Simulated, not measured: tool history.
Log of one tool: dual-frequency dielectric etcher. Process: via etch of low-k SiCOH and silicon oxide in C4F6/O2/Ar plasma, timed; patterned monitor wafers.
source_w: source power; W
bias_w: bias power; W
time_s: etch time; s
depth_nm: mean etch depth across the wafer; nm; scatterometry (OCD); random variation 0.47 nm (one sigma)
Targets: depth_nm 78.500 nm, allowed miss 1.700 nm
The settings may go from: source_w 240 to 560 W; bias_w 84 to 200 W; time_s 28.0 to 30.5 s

| run | day | source_w | bias_w | time_s | depth_nm |
|---|---|---|---|---|---|
| 1 | 0.000 | 400 | 142 | 30.5 | 65.123 |
| 2 | 0.050 | 400 | 142 | 28.0 | 59.199 |
| 3 | 0.396 | 330 | 142 | 28.0 | 52.780 |
| 4 | 0.771 | 350 | 143 | 28.0 | 54.661 |
| 5 | 0.929 | 370 | 144 | 28.0 | 56.847 |
|  | 0.962 | source power generator calibrated |
| 6 | 0.962 | 390 | 145 | 28.0 | 60.395 |
| 7 | 1.250 | 470 | 152 | 28.0 | 67.131 |
| 8 | 1.312 | 480 | 154 | 28.0 | 69.040 |
| 9 | 1.458 | 490 | 155 | 28.0 | 69.012 |
| 10 | 1.783 | 500 | 157 | 28.0 | 70.007 |

Which of these 5 next moves meets every target?
| A | 2.108 | 370 | 141 | 29.5 | ? |
| B | 2.108 | 550 | 180 | 30.5 | ? |
| C | 2.108 | 550 | 158 | 29.5 | ? |
| D | 2.108 | 500 | 168 | 29.5 | ? |
| E | 2.108 | 520 | 139 | 29.0 | ? |

| move | depth_nm |
|---|---|
| A | 60.834 |
| B | 83.687 |
| C | 78.534 |
| D | 75.638 |
| E | 72.811 |
A: further off than the last run
B: takes the result that was furthest off past its target
C: meets every target
D: nearer than the last run, and not there yet
E: nearer than the last run, and not there yet
Move C is the one to make.
